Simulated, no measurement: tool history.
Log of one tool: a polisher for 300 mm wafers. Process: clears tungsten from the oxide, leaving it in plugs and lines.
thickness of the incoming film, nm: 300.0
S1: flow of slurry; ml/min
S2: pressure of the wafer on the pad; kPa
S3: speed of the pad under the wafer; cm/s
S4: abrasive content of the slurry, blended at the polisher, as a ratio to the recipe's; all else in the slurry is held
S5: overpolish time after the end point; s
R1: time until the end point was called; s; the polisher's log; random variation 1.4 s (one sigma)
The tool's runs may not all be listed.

run 1 day=0.000 | S1=140 S2=30.3 S3=118 S4=1.0 S5=15 | R1=46.455
run 2 day=0.067 | S1=140 S2=30.3 S3=98 S4=1.0 S5=15 | R1=50.740
run 3 day=0.438 | S1=140 S2=30.3 S3=124 S4=1.0 S5=15 | R1=44.397
run 4 day=0.608 | S1=140 S2=30.3 S3=152 S4=1.0 S5=15 | R1=37.883
run 5 day=0.875 | S1=140 S2=30.3 S3=152 S4=1.1 S5=15 | R1=37.878
run 6 day=0.996 | S1=135 S2=26.9 S3=140 S4=1.1 S5=15 | R1=44.433
run 7 day=1.238 | S1=130 S2=24.1 S3=128 S4=1.1 S5=15 | R1=51.143
run 8 day=1.475 | S1=130 S2=24.1 S3=128 S4=1.1 S5=15 | R1=52.799
run 9 day=1.804 | S1=130 S2=22.1 S3=120 S4=1.1 S5=15 | R1=60.556
run 10 day=2.154 | S1=130 S2=20.0 S3=116 S4=1.1 S5=15 | R1=64.962
run 11 day=2.238 | S1=130 S2=18.6 S3=112 S4=1.1 S5=15 | R1=73.595
run 12 day=2.288 | S1=130 S2=17.9 S3=112 S4=1.1 S5=15 | R1=72.924
run 13 day=2.617 | S1=130 S2=17.2 S3=110 S4=1.1 S5=15 | R1=78.128
run 14 day=2.817 | S1=130 S2=16.5 S3=110 S4=1.1 S5=15 | R1=81.117

The next listed run, before its measurement:
run 15 day=2.917 | S1=130 S2=15.9 S3=110 S4=1.1 S5=15 | R1=?

{"run 15": {"R1": 84.6}}

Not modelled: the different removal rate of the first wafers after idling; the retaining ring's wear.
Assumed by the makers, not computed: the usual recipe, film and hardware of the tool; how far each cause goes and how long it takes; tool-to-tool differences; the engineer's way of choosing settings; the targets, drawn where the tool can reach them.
